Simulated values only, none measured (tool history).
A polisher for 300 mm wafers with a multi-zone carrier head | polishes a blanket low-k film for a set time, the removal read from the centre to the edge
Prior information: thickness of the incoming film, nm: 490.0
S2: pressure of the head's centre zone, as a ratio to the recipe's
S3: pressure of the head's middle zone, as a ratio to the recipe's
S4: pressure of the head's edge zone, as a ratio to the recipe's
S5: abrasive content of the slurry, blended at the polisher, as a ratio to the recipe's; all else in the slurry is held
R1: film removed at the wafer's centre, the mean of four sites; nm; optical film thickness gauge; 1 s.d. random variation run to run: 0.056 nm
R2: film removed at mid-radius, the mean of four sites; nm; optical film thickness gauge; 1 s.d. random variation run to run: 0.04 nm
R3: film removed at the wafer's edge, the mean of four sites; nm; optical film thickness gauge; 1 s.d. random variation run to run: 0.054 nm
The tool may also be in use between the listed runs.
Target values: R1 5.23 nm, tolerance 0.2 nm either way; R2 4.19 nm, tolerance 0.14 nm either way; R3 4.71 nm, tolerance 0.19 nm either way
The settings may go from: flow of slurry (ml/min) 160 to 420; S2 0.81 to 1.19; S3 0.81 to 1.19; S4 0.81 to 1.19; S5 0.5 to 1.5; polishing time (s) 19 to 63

Run 1, day 0: flow of slurry (ml/min) 270, S2 1, S3 1, S4 1, S5 1, polishing time (s) 41. Result: R1 9.4261 nm, R2 9.3925 nm, R3 9.2287 nm.
Run 2, day 0.175: flow of slurry (ml/min) 270, S2 1, S3 1, S4 1.04, S5 1, polishing time (s) 41. Result: R1 9.4934 nm, R2 9.1611 nm, R3 9.2143 nm.
Run 3, day 0.288: flow of slurry (ml/min) 270, S2 1.01, S3 0.98, S4 1.04, S5 0.9, polishing time (s) 38. Result: R1 8.4573 nm, R2 8.1516 nm, R3 8.2888 nm.
Run 4, day 0.358: flow of slurry (ml/min) 270, S2 1.03, S3 0.96, S4 1.04, S5 0.85, polishing time (s) 35. Result: R1 7.6833 nm, R2 7.1333 nm, R3 7.3867 nm.
Run 5, day 0.404: flow of slurry (ml/min) 265, S2 1.04, S3 0.94, S4 1.03, S5 0.8, polishing time (s) 33. Result: R1 7.1785 nm, R2 6.3283 nm, R3 6.9564 nm.
At day 0.725: edge zone pressure recalibrated.
Run 6, day 0.725: flow of slurry (ml/min) 240, S2 1.04, S3 0.94, S4 1.03, S5 0.8, polishing time (s) 33. Result: R1 7.1093 nm, R2 6.3075 nm, R3 7.161 nm.
Run 7, day 1.067: flow of slurry (ml/min) 255, S2 1.04, S3 0.93, S4 1.02, S5 0.75, polishing time (s) 32. Result: R1 6.641 nm, R2 6.0335 nm, R3 6.5999 nm.
Run 8, day 1.104: flow of slurry (ml/min) 265, S2 1.06, S3 0.92, S4 1.01, S5 0.7, polishing time (s) 31. Result: R1 6.5136 nm, R2 5.6108 nm, R3 6.2183 nm.
Run 9, day 1.267: flow of slurry (ml/min) 275, S2 1.06, S3 0.91, S4 1, S5 0.65, polishing time (s) 30. Result: R1 6.1297 nm, R2 5.2611 nm, R3 5.9172 nm.
Run 10, day 1.554: flow of slurry (ml/min) 285, S2 1.06, S3 0.9, S4 0.98, S5 0.65, polishing time (s) 29. Result: R1 5.8678 nm, R2 5.045 nm, R3 5.6938 nm.
Run 11, day 1.675: flow of slurry (ml/min) 290, S2 1.07, S3 0.89, S4 0.96, S5 0.65, polishing time (s) 29. Result: R1 6.0392 nm, R2 4.9357 nm, R3 5.6738 nm.
Run 12, day 1.925: flow of slurry (ml/min) 295, S2 1.07, S3 0.89, S4 0.94, S5 0.65, polishing time (s) 29. Result: R1 5.9757 nm, R2 5.038 nm, R3 5.5964 nm.
Run 13, day 2.038: flow of slurry (ml/min) 300, S2 1.07, S3 0.88, S4 0.93, S5 0.65, polishing time (s) 29. Result: R1 6.1197 nm, R2 4.9821 nm, R3 5.5293 nm.
Run 14, day 2.346: flow of slurry (ml/min) 305, S2 1.07, S3 0.87, S4 0.92, S5 0.65, polishing time (s) 29. Result: R1 6.0421 nm, R2 4.9382 nm, R3 5.5857 nm.
Run 15, day 2.592: flow of slurry (ml/min) 310, S2 1.07, S3 0.87, S4 0.91, S5 0.65, polishing time (s) 29. Result: R1 5.9728 nm, R2 4.958 nm, R3 5.609 nm.
Run 16, day 2.7: flow of slurry (ml/min) 270, S2 1.08, S3 0.82, S4 0.81, S5 0.5, polishing time (s) 26. Result: R1 4.8045 nm, R2 3.7084 nm, R3 4.1609 nm.
Run 17, day 2.971: flow of slurry (ml/min) 285, S2 1.08, S3 0.82, S4 0.82, S5 0.5, polishing time (s) 26. Result: R1 4.8494 nm, R2 3.6748 nm, R3 4.3056 nm.
Run 18, day 3.225: flow of slurry (ml/min) 300, S2 1.08, S3 0.83, S4 0.83, S5 0.5, polishing time (s) 26. Result: R1 4.8542 nm, R2 3.8775 nm, R3 4.2418 nm.

Below are 4 possible settings for the next run. Only one of them brings all results inside the allowed miss of their targets. Which is it?
Run A, day 3.479: flow of slurry (ml/min) 245, S2 1.1, S3 0.83, S4 0.83, S5 0.55, polishing time (s) 23. Result: R1 ?, R2 ?, R3 ?.
Run B, day 3.479: flow of slurry (ml/min) 285, S2 1.08, S3 0.85, S4 0.87, S5 0.55, polishing time (s) 27. Result: R1 ?, R2 ?, R3 ?.
Run C, day 3.479: flow of slurry (ml/min) 325, S2 1.17, S3 1.01, S4 0.81, S5 0.5, polishing time (s) 25. Result: R1 ?, R2 ?, R3 ?.
Run D, day 3.479: flow of slurry (ml/min) 180, S2 0.88, S3 0.81, S4 0.91, S5 0.6, polishing time (s) 29. Result: R1 ?, R2 ?, R3 ?.

move      R1      R2      R3
   A  4.4663  3.3838  3.8859
   B  5.2535  4.1254  4.7041
   C  5.1487  4.2941  4.1115
   D  4.4115  4.1321  5.0694
A: further off than the last run
B: all results in spec
C: further off than the last run
D: the result that was furthest off in the last run now lies on the other side of its target
Move B is the one to make.
